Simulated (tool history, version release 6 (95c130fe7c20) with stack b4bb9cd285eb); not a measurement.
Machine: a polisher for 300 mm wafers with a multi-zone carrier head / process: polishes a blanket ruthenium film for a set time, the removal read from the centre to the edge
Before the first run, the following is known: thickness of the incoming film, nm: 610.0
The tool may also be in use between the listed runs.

run   hour  flow of slurry (ml/min)  pressure of the head's centre zone  pressure of the head's middle zone  pressure of the head's edge zone  polishing time (s)  film removed at the wafer's centre (Å)  film removed at mid-radius (Å)  film removed at the wafer's edge (Å)
  1      0                      315                                   1                                   1                                 1                  81                                  688.44                          681.48                                697.52
  2    6.8                      320                                1.01                                1.02                              1.02                  83                                  716.06                          712.43                                720.45
  3   14.5                      275                                1.01                                1.02                              1.02                  83                                  701.78                          685.33                                 716.5
  4   17.9                      290                                1.02                                1.04                              1.04                  85                                  731.93                          718.38                                737.11
  5   22.1                      300                                1.02                                1.06                              1.05                  87                                  754.96                          759.93                                758.25
  6   29.8                      300                                1.02                                1.06                              1.05                 103                                     890                          878.51                                913.04
  7   32.1                      310                                1.02                                1.07                              1.05                 103                                  892.43                          905.44                                 904.8
  8   35.8                      320                                1.02                                1.08                              1.05                 103                                  897.87                          910.86                                919.36
  9   41.3                      330                                1.02                                1.09                              1.05                 103                                  905.39                          918.37                                910.92
 10   47.3                      335                                1.02                                 1.1                              1.05                 103                                  894.24                           921.4                                914.53
 11   51.5                      340                                1.02                                1.11                              1.05                 103                                  900.53                           937.7                                922.67
 12   55.1                      345                                1.02                                1.12                              1.05                 103                                  888.84                          954.65                                908.89
 13   63.6                      350                                1.02                                1.12                              1.05                 103                                  896.62                          974.12                                927.54
 14   65.3                      350                                1.02                                1.12                              1.05                 103                                  897.83                          954.03                                 906.1
 15     74                      355                                1.02                                1.12                              1.05                 103                                   895.3                          956.48                                912.93
 16   76.7                      360                                1.02                                1.13                              1.05                 103                                  892.72                          955.22                                 911.4
 17   78.2                      360                                1.02                                1.14                              1.05                 103                                   900.9                          958.55                                915.23
      84.6  -- worn pad replaced by a new one
 18   84.6                      365                                1.02                                1.15                              1.05                 103                                  993.59                          1077.8                                1003.6
 19     92                      365                                1.02                                1.15                              1.05                 103                                  986.77                          1051.9                                1011.5
 20  100.3                      380                                1.02                                1.15                              1.04                 103                                  1003.3                          1077.5                                 998.7
 21  102.1                      375                                1.02                                1.15                              1.04                 102                                  997.46                          1060.7                                995.32
 22    109                      375                                1.02                                1.15                              1.04                 101                                  979.93                          1058.6                                981.25
 23  110.1                      375                                1.02                                1.15                              1.04                 100                                  982.19                          1052.2                                956.25
 24  116.9                      370                                1.02                                1.15                              1.04                 100                                  964.81                          1058.9                                955.85
 25  123.6                      365                                1.02                                1.15                              1.04                 100                                  972.26                          1028.6                                978.27
 26  131.4                      370                                1.02                                1.15                              1.04                 100                                  980.72                            1032                                973.25
 27  138.5                      380                                1.02                                1.15                              1.04                 100                                  971.23                          1048.1                                973.91

Expected results for the next run?
 28  142.8                      375                                1.02                                1.15                              1.04                  99                                       ?                               ?                                     ?

{"run 28": {"film removed at the wafer's centre (Å)": 959.68, "film removed at mid-radius (Å)": 1018.1, "film removed at the wafer's edge (Å)": 952.62}}

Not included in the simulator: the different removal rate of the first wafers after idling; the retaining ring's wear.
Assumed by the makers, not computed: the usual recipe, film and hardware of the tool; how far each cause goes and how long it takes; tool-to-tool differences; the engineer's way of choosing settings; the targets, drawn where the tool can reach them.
